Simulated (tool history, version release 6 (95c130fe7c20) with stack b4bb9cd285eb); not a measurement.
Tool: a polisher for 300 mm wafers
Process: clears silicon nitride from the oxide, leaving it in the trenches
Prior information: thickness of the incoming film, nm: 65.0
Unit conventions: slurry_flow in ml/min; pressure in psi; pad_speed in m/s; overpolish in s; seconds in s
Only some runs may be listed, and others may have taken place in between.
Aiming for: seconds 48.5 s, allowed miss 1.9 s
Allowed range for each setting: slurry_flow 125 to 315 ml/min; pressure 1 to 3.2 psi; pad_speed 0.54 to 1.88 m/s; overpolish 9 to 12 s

run,day,slurry_flow,pressure,pad_speed,overpolish,seconds
1,0,205,2.1,1.2,12,65.993
2,0.296,205,2.1,1.06,12,74.018
3,0.508,205,1.7,1.06,12,91.906
4,0.717,205,1.9,1.06,12,83.702
5,0.804,205,1.5,1.06,12,103.7
6,1.104,205,1.5,0.78,12,136.29
7,1.279,215,2.1,1.06,12,73.916
8,1.354,215,2.2,1.06,12,69.821
9,1.592,215,2.3,1.06,12,66.041

Consider the 4 candidate settings below. Which is the only one whose results all fall within their allowed miss of target?
A,1.829,210,2.8,1.14,12,?
B,1.829,235,2.7,1.36,12,?
C,1.829,245,2.5,1.44,9,?
D,1.829,205,2.6,1.32,12,?

move,seconds
A,51.676
B,44.463
C,45.112
D,48.348
A: nearer than the last run, and not there yet
B: moves the result that the last run missed by most past its target, out the other side
C: moves the result that the last run missed by most past its target, out the other side
D: every result lands within tolerance
Answer: D
